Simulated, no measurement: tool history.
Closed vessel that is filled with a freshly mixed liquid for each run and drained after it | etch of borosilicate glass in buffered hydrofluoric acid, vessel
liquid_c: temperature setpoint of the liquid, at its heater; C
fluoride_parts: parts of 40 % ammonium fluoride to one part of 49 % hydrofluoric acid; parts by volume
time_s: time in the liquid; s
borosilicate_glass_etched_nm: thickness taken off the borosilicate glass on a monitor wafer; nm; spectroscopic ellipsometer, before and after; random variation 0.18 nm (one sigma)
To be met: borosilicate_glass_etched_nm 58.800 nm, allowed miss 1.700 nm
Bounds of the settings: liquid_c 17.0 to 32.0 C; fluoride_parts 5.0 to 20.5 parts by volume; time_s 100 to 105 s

Run 1, hour 0.0: liquid_c 25.0 C, fluoride_parts 12.5 parts by volume, time_s 100 s. Result: borosilicate_glass_etched_nm 120.310 nm.
Run 2, hour 2.4: liquid_c 25.0 C, fluoride_parts 9.5 parts by volume, time_s 100 s. Result: borosilicate_glass_etched_nm 154.140 nm.
Run 3, hour 7.6: liquid_c 22.5 C, fluoride_parts 9.5 parts by volume, time_s 100 s. Result: borosilicate_glass_etched_nm 135.660 nm.
Run 4, hour 10.1: liquid_c 20.5 C, fluoride_parts 12.0 parts by volume, time_s 100 s. Result: borosilicate_glass_etched_nm 98.498 nm.
Run 5, hour 17.8: liquid_c 20.5 C, fluoride_parts 15.0 parts by volume, time_s 100 s. Result: borosilicate_glass_etched_nm 78.656 nm.
Run 6, hour 19.5: liquid_c 20.5 C, fluoride_parts 18.0 parts by volume, time_s 100 s. Result: borosilicate_glass_etched_nm 65.280 nm.
Run 7, hour 24.6: liquid_c 20.0 C, fluoride_parts 18.0 parts by volume, time_s 100 s. Result: borosilicate_glass_etched_nm 64.040 nm.
Run 8, hour 33.2: liquid_c 19.5 C, fluoride_parts 18.0 parts by volume, time_s 100 s. Result: borosilicate_glass_etched_nm 62.015 nm.

Which of these 5 next moves meets every target?
Run A, hour 41.8: liquid_c 17.5 C, fluoride_parts 17.0 parts by volume, time_s 105 s. Result: borosilicate_glass_etched_nm ?.
Run B, hour 41.8: liquid_c 21.0 C, fluoride_parts 19.0 parts by volume, time_s 100 s. Result: borosilicate_glass_etched_nm ?.
Run C, hour 41.8: liquid_c 17.0 C, fluoride_parts 15.5 parts by volume, time_s 100 s. Result: borosilicate_glass_etched_nm ?.
Run D, hour 41.8: liquid_c 18.5 C, fluoride_parts 17.5 parts by volume, time_s 105 s. Result: borosilicate_glass_etched_nm ?.
Run E, hour 41.8: liquid_c 17.5 C, fluoride_parts 18.0 parts by volume, time_s 105 s. Result: borosilicate_glass_etched_nm ?.

move  borosilicate_glass_etched_nm
   A                        61.676
   B                        63.819
   C                        62.614
   D                        63.355
   E                        58.268
A: nearer than the last run, and not there yet
B: further off than the last run
C: further off than the last run
D: further off than the last run
E: meets every target
Answer: E
